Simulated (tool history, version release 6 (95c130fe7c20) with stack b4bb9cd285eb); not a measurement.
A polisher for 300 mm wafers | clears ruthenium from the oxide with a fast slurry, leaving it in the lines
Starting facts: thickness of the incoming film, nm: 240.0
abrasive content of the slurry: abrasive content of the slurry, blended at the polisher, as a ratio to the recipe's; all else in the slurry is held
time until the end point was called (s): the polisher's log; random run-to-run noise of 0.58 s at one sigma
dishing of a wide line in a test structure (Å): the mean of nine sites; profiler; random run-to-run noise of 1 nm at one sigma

run,hour,flow of slurry (ml/min),pressure of the wafer on the pad (psi),speed of the pad under the wafer (cm/s),abrasive content of the slurry,overpolish time after the end point (s),time until the end point was called (s),dishing of a wide line in a test structure (Å)
1,0.0,165,2.5,102,1.00,23,60.412,598.32
2,5.1,165,2.5,102,1.00,26,60.653,657.38
3,10.9,165,2.5,102,0.80,26,65.025,626.50
4,12.7,165,2.5,102,0.80,29,64.829,673.94
5,19.1,165,2.5,102,0.95,29,61.202,695.13
6,27.6,165,2.5,102,0.80,29,65.354,667.59
7,29.4,170,2.5,102,0.80,31,65.068,712.57
8,38.4,170,2.5,102,0.80,32,66.211,729.32
9,44.6,170,2.6,102,0.80,33,62.196,770.87
10,51.7,170,2.6,102,0.80,34,62.423,769.27

Estimate the outcome of run 11 from the log above:
11,55.8,170,2.6,102,0.80,35,?,?

{"run 11": {"time until the end point was called (s)": 62.128, "dishing of a wide line in a test structure (Å)": 782.61}}
